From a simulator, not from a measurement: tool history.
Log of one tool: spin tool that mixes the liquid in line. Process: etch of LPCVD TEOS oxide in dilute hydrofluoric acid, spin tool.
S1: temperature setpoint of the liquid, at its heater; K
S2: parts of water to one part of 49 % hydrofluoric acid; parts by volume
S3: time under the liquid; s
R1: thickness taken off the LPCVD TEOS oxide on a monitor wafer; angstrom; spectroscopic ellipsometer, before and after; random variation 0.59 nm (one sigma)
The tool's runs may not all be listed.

run 1 hour=0 | S1=295.15 S2=55 S3=45 | R1=199.81
run 2 hour=7.8 | S1=295.15 S2=35 S3=45 | R1=321.21
run 3 hour=15.3 | S1=296.15 S2=35 S3=45 | R1=339.5
run 4 hour=19.8 | S1=296.15 S2=45 S3=45 | R1=259.39
run 5 hour=24.5 | S1=297.15 S2=40 S3=45 | R1=302.96
run 6 hour=26.5 | S1=299.15 S2=40 S3=45 | R1=326.88

The next listed run, before its measurement:
run 7 hour=32.7 | S1=299.65 S2=35 S3=45 | R1=?

Run 7 gave R1 391.37 angstrom.

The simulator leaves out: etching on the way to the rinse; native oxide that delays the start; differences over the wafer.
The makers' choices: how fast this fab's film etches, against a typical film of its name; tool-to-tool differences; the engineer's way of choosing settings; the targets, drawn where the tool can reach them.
